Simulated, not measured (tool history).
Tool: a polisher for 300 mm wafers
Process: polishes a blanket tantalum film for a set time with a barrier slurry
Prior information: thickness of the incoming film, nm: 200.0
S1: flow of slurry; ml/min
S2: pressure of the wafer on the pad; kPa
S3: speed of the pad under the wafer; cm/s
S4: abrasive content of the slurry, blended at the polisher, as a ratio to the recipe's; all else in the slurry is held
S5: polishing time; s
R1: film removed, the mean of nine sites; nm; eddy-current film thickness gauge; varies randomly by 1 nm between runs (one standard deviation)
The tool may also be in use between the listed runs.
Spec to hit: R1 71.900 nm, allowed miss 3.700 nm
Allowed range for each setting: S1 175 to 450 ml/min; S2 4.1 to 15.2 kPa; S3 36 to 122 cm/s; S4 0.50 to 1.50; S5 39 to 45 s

{"run": 1, "hour": 0.0, "S1": 290, "S2": 9.7, "S3": 78, "S4": 1.0, "S5": 45, "R1": 47.031}
{"run": 2, "hour": 0.6, "S1": 290, "S2": 10.3, "S3": 78, "S4": 1.0, "S5": 45, "R1": 48.554}
{"run": 3, "hour": 6.8, "S1": 345, "S2": 10.3, "S3": 78, "S4": 1.0, "S5": 45, "R1": 49.48}
{"run": 4, "hour": 10.6, "S1": 345, "S2": 8.3, "S3": 78, "S4": 1.0, "S5": 45, "R1": 40.01}
{"run": 5, "hour": 16.6, "S1": 345, "S2": 9.0, "S3": 78, "S4": 1.0, "S5": 45, "R1": 44.736}
{"run": 6, "hour": 24.8, "S1": 305, "S2": 9.0, "S3": 78, "S4": 1.0, "S5": 45, "R1": 43.414}
{"run": 7, "hour": 25.7, "S1": 305, "S2": 9.7, "S3": 78, "S4": 1.0, "S5": 45, "R1": 47.43}
{"run": 8, "hour": 28.9, "S1": 305, "S2": 10.3, "S3": 78, "S4": 1.0, "S5": 45, "R1": 50.652}
{"run": 9, "hour": 32.1, "S1": 305, "S2": 11.0, "S3": 78, "S4": 1.0, "S5": 45, "R1": 52.652}
{"run": 10, "hour": 40.7, "S1": 305, "S2": 11.7, "S3": 78, "S4": 1.0, "S5": 45, "R1": 58.427}
{"run": 11, "hour": 48.1, "S1": 305, "S2": 11.7, "S3": 78, "S4": 1.0, "S5": 45, "R1": 56.875}
{"run": 12, "hour": 53.9, "S1": 305, "S2": 12.4, "S3": 78, "S4": 1.0, "S5": 45, "R1": 60.913}

Which single option among these 4 for the next run brings every result within its allowed miss of target? Just one does.
{"run": "A", "hour": 59.7, "S1": 320, "S2": 13.1, "S3": 102, "S4": 1.0, "S5": 45, "R1": "?"}
{"run": "B", "hour": 59.7, "S1": 340, "S2": 15.2, "S3": 82, "S4": 1.0, "S5": 45, "R1": "?"}
{"run": "C", "hour": 59.7, "S1": 315, "S2": 15.2, "S3": 88, "S4": 0.95, "S5": 44, "R1": "?"}
{"run": "D", "hour": 59.7, "S1": 300, "S2": 13.1, "S3": 86, "S4": 1.05, "S5": 45, "R1": "?"}

move=A R1=85.145
move=B R1=79.829
move=C R1=82.268
move=D R1=72.425
A: the result that was furthest off in the last run now lies on the other side of its target
B: the result that was furthest off in the last run now lies on the other side of its target
C: the result that was furthest off in the last run now lies on the other side of its target
D: every result within its allowed miss
Correct choice: D, which meets every target
